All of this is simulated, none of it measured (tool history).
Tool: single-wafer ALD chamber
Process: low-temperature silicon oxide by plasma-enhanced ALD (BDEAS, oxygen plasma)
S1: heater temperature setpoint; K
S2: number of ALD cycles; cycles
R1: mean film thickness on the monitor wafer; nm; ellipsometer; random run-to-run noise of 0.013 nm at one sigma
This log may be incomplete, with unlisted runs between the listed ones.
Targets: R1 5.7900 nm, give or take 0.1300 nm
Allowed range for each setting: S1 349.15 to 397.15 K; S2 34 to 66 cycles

run 1 hour=0.0 | S1=373.15 S2=50 | R1=7.8813
run 2 hour=1.7 | S1=373.15 S2=55 | R1=8.6677
run 3 hour=2.8 | S1=380.15 S2=55 | R1=8.4373
run 4 hour=5.8 | S1=380.15 S2=49 | R1=7.5263
run 5 hour=10.7 | S1=382.15 S2=47 | R1=7.2089
run 6 hour=15.3 | S1=384.15 S2=45 | R1=6.8468
run 7 hour=16.6 | S1=385.15 S2=44 | R1=6.6878
run 8 hour=19.0 | S1=386.15 S2=43 | R1=6.5345
run 9 hour=22.5 | S1=387.15 S2=42 | R1=6.3946
run 10 hour=28.9 | S1=388.15 S2=41 | R1=6.2121
run 11 hour=34.4 | S1=389.15 S2=41 | R1=6.1502

Which one of the following 5 next-run settings gets every result inside its allowed miss? There is exactly one.
run A hour=39.9 | S1=386.15 S2=43 | R1=?
run B hour=39.9 | S1=384.15 S2=41 | R1=?
run C hour=39.9 | S1=384.15 S2=42 | R1=?
run D hour=39.9 | S1=394.15 S2=39 | R1=?
run E hour=39.9 | S1=389.15 S2=43 | R1=?

move=A R1=6.5148
move=B R1=6.2379
move=C R1=6.3900
move=D R1=5.8098
move=E R1=6.4739
A: moves away from the targets compared with the last run
B: moves away from the targets compared with the last run
C: moves away from the targets compared with the last run
D: hits every target within its allowed miss
E: moves away from the targets compared with the last run
The right move is D.
